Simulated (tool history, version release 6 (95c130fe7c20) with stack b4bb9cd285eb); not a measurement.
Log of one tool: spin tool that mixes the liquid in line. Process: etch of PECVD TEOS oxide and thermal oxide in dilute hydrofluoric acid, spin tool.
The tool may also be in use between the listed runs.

run  hour  temperature setpoint of the liquid (K)  parts of water to one part of 49 % hydrofluoric acid (parts by volume)  time under the liquid (s)  thickness taken off the PECVD TEOS oxide on a monitor wafer (nm)  thickness taken off the thermal oxide on a monitor wafer (nm)
  1     0                                  298.15                                                                      45                         65                                                            23.314                                                         8.1923
  2   4.6                                  295.15                                                                      45                         65                                                             20.74                                                         7.1613
  3   9.7                                  294.15                                                                      50                         65                                                            17.356                                                         6.1928
  4  14.3                                  293.15                                                                      55                         65                                                            15.241                                                         5.2769
  5  21.9                                  293.15                                                                      65                         65                                                            12.671                                                         4.5024
  6  27.7                                  293.15                                                                      55                         65                                                            15.308                                                         5.3458
  7  32.5                                  292.15                                                                      60                         65                                                            13.462                                                         4.6308
  8    41                                  292.15                                                                      65                         65                                                            12.318                                                         4.2804

Forecast run 9:
  9  43.3                                  291.65                                                                      70                         65                                                                 ?                                                              ?

Run 9 gave thickness taken off the PECVD TEOS oxide on a monitor wafer (nm) 11.127, thickness taken off the thermal oxide on a monitor wafer (nm) 3.8868.

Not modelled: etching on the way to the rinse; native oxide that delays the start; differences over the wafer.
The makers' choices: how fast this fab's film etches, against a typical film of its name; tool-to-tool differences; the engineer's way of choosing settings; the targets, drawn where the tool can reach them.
